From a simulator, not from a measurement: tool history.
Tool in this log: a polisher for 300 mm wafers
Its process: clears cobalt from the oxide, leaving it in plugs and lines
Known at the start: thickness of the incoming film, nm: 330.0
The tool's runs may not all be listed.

| run | day | flow of slurry (ml/min) | pressure of the wafer on the pad (psi) | speed of the pad under the wafer (cm/s) | overpolish time after the end point (s) | time until the end point was called (s) | dishing of a wide line in a test structure (nm) |
|---|---|---|---|---|---|---|---|
| 1 | 0 | 200 | 1.4 | 118 | 11 | 85.631 | 31.852 |
| 2 | 0.162 | 200 | 1.2 | 114 | 12 | 103.73 | 28.953 |
| 3 | 0.217 | 200 | 1 | 112 | 13 | 123.02 | 27.332 |
| 4 | 0.425 | 235 | 1 | 112 | 13 | 119.13 | 26.732 |
| 5 | 0.621 | 230 | 0.9 | 110 | 14 | 131.51 | 25.979 |
| 6 | 0.742 | 225 | 0.8 | 110 | 15 | 155.69 | 25.821 |
| 7 | 0.854 | 220 | 0.8 | 110 | 15 | 152.24 | 25.328 |

For run 8, what comes out?
| 8 | 1.192 | 215 | 0.8 | 110 | 16 | ? | ? |

Run 8 measured time until the end point was called (s) 155.32, dishing of a wide line in a test structure (nm) 25.205.

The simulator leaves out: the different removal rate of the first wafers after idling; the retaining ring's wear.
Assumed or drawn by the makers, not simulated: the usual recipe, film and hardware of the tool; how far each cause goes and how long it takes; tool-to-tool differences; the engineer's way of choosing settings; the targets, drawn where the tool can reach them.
